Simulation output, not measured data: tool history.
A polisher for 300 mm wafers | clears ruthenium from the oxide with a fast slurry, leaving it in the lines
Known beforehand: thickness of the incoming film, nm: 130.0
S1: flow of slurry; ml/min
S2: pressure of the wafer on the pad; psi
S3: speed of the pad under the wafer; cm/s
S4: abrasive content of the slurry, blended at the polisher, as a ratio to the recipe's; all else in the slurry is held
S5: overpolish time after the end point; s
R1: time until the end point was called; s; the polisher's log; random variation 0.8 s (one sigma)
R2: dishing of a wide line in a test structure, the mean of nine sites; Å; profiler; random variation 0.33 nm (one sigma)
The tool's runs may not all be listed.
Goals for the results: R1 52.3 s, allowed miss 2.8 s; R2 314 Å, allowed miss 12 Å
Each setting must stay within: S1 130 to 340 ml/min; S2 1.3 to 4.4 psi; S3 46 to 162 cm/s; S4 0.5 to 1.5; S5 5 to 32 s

run	hour	S1	S2	S3	S4	S5	R1	R2
1	0	220	2.8	104	1	16	30.14	375.63
2	8.6	220	2.8	104	0.85	16	31.14	358.49
3	12.8	245	2.8	104	0.85	16	31.595	358.35
4	19	245	2.4	104	0.85	17	34.915	349.25
5	24.1	245	2.1	100	0.85	18	37.3	340.99
6	27.4	245	1.9	92	0.85	19	42.567	331.94
7	35.8	245	1.7	88	0.85	20	46.518	323.87
8	44.4	245	1.6	88	0.85	20	48.164	324.63

Exercise: of the 5 proposed moves below, exactly one satisfies all targets within the stated allowed misses. Which move is it?
A	53	265	1.9	92	0.95	19	?	?
B	53	235	1.4	84	0.95	18	?	?
C	53	255	1.6	86	0.7	21	?	?
D	53	265	1.4	96	0.8	23	?	?
E	53	255	1.4	96	0.75	18	?	?

move	R1	R2
A	42.205	340.17
B	53.366	281.88
C	54.593	308
D	51.214	339.67
E	52.704	284.32
A: its largest miss is bigger than the last run's
B: the furthest-off result lands on target, but another misses its tolerance
C: in spec on every target
D: the furthest-off result lands on target, but another misses its tolerance
E: the furthest-off result lands on target, but another misses its tolerance
C meets every target.
